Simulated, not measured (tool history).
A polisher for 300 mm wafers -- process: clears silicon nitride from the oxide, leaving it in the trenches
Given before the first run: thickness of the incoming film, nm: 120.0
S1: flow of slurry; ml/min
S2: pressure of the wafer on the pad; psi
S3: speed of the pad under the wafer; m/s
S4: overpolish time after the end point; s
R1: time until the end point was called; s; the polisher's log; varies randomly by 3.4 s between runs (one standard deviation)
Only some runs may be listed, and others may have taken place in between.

| run | hour | S1 | S2 | S3 | S4 | R1 |
|---|---|---|---|---|---|---|
| 1 | 0 | 225 | 2.6 | 1.2 | 16 | 136.79 |
| 2 | 0.7 | 265 | 2.6 | 1.2 | 16 | 134.09 |
| 3 | 9.8 | 265 | 2.2 | 1.18 | 16 | 150.59 |
| 4 | 13.1 | 265 | 2.2 | 1.02 | 16 | 172.9 |
| 5 | 15 | 290 | 2.2 | 1.02 | 16 | 172.5 |
| 6 | 15.7 | 345 | 2.2 | 1.02 | 16 | 169.74 |
| 7 | 17.6 | 345 | 2 | 1 | 16 | 183.55 |
|  | 24.6 | worn pad replaced by a new one |
| 8 | 24.6 | 345 | 1.9 | 1 | 16 | 182.19 |

Predict the results of run 9:
| 9 | 31.3 | 345 | 1.7 | 0.98 | 16 | ? |

{"run 9": {"R1": 200.22}}
